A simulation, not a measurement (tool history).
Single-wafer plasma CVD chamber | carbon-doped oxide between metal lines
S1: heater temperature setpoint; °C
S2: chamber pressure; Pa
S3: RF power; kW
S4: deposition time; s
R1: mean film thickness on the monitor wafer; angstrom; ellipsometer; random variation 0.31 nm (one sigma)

| run | day | S1 | S2 | S3 | S4 | R1 |
|---|---|---|---|---|---|---|
| 1 | 0 | 370 | 753 | 0.62 | 24.5 | 1314.6 |
| 2 | 0.271 | 373 | 693 | 0.595 | 24.5 | 1261.6 |
| 3 | 0.438 | 373 | 693 | 0.595 | 24.5 | 1256.1 |
| 4 | 0.596 | 373 | 623 | 0.595 | 24.5 | 1245.8 |
| 5 | 0.758 | 373 | 703 | 0.595 | 24.5 | 1256.6 |
| 6 | 1.025 | 373 | 703 | 0.595 | 23.4 | 1206.1 |
| 7 | 1.217 | 376 | 677 | 0.59 | 23.4 | 1185.9 |

Predict the results of run 8:
| 8 | 1.504 | 378 | 663 | 0.59 | 23.4 | ? |

{"run 8": {"R1": 1173.7}}

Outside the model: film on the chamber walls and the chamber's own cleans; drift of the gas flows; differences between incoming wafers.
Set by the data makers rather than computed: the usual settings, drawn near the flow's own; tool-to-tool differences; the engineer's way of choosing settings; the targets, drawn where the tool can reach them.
